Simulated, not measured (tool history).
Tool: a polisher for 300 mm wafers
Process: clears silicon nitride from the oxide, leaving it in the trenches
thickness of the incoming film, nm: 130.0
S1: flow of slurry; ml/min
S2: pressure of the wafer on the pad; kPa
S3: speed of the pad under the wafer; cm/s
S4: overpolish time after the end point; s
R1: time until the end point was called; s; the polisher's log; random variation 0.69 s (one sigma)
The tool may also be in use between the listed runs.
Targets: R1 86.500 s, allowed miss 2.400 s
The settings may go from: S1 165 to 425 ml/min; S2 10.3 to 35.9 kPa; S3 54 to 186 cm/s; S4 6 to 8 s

run,day,S1,S2,S3,S4,R1
1,0.000,275,22.8,118,8,96.302
2,0.200,275,18.6,118,8,116.510
3,0.567,275,18.6,96,8,142.980
4,0.779,335,18.6,96,8,140.820
5,0.812,335,18.6,96,8,141.520
6,1.175,335,18.6,96,8,141.310
7,1.412,335,22.1,96,8,119.770
8,1.696,335,24.1,96,8,109.990
9,1.904,335,25.5,96,8,104.100
10,2.246,335,26.9,96,8,98.243
11,2.521,335,27.6,96,8,95.439

4 next moves are on the table. One of them brings every result within its allowed miss. Which?
A,2.796,365,29.0,102,7,?
B,2.796,280,26.2,94,6,?
C,2.796,310,25.5,98,6,?
D,2.796,375,22.8,108,8,?

move,R1
A,85.431
B,104.370
C,101.870
D,102.020
A: meets every target
B: further off than the last run
C: further off than the last run
D: further off than the last run
Move A is the one to make.
